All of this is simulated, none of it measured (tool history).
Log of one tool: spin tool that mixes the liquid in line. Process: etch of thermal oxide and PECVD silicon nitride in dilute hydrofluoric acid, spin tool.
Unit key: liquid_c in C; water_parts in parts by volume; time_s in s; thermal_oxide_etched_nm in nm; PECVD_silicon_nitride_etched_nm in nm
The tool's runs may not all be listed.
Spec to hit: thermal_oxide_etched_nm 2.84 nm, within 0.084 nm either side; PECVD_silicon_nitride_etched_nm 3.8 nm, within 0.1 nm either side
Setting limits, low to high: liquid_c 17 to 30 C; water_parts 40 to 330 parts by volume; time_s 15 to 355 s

run  hour  liquid_c  water_parts  time_s  thermal_oxide_etched_nm  PECVD_silicon_nitride_etched_nm
  1     0        22          185     180                   3.8774                           4.9734
  2   3.9        22          195     185                   3.7392                           4.7579
  3   9.5        22          260     185                    2.643                            3.614
  4    16        22          255     185                   2.6674                           3.6202
  5  16.6        24          255     185                   2.9015                           4.2151
  6  20.1        24          205     185                   3.7318                            5.219
  7    26      23.5          215     185                   3.4818                           4.7346
  8  31.2        23          220     185                   3.3002                           4.5092
  9  38.2        23          225     185                   3.2197                           4.3491
 10  43.4        23          230     185                   3.1217                           4.3462

Of the 5 settings listed for the next run, only one would bring every result within its allowed miss of target. Which one?
  A  48.6      27.5          315     205                        ?                                ?
  B  48.6        22          240     180                        ?                                ?
  C  48.6      26.5          320     230                        ?                                ?
  D  48.6      29.5          255     155                        ?                                ?
  E  48.6        23          240     180                        ?                                ?

move  thermal_oxide_etched_nm  PECVD_silicon_nitride_etched_nm
   A                   2.7809                           4.6375
   B                   2.8532                           3.8147
   C                   2.9562                           4.8284
   D                   2.9618                           4.8891
   E                   2.9597                           4.0637
A: its largest miss is bigger than the last run's
B: meets every target
C: its largest miss is bigger than the last run's
D: its largest miss is bigger than the last run's
E: moves toward the targets from the last run without getting all of them in spec
The right move is B.
